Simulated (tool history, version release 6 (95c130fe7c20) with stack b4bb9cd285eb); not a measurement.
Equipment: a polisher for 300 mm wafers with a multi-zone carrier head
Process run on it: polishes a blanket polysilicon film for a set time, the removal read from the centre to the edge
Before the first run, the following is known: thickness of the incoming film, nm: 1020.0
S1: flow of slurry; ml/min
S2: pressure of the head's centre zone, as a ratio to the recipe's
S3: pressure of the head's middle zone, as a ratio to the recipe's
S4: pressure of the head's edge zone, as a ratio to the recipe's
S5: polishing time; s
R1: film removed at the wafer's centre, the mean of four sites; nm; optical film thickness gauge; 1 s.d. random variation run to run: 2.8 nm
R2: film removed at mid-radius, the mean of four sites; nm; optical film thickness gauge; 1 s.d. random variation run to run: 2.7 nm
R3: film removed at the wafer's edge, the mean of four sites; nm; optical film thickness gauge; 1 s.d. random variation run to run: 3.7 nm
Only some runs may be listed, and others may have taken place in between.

run 1 day=0 | S1=240 S2=1 S3=1 S4=1 S5=40 | R1=319.9 R2=323.43 R3=325.58
run 2 day=0.317 | S1=230 S2=0.98 S3=0.98 S4=1 S5=40 | R1=315.27 R2=313.83 R3=322.16
run 3 day=0.592 | S1=230 S2=0.98 S3=0.98 S4=0.93 S5=40 | R1=319.38 R2=322.38 R3=313.96
run 4 day=0.862 | S1=175 S2=0.98 S3=0.98 S4=0.93 S5=40 | R1=297.79 R2=309.14 R3=299.49
run 5 day=1.179 | S1=175 S2=0.98 S3=0.98 S4=0.93 S5=31 | R1=232.07 R2=236.44 R3=234.33
run 6 day=1.225 | S1=215 S2=0.98 S3=0.99 S4=0.98 S5=32 | R1=256.33 R2=257.35 R3=250.35
run 7 day=1.412 | S1=225 S2=0.96 S3=0.98 S4=1.03 S5=33 | R1=256.72 R2=265.97 R3=263.06
run 8 day=1.754 | S1=235 S2=0.95 S3=0.97 S4=1.07 S5=34 | R1=266.74 R2=270.35 R3=280.78
run 9 day=2.038 | S1=250 S2=0.94 S3=0.97 S4=1.1 S5=34 | R1=262.75 R2=274.63 R3=283.49

What will run 10 give?
run 10 day=2.392 | S1=265 S2=0.94 S3=0.97 S4=1.12 S5=34 | R1=? R2=? R3=?

R1: 263.81 nm
R2: 275.51 nm
R3: 287.59 nm
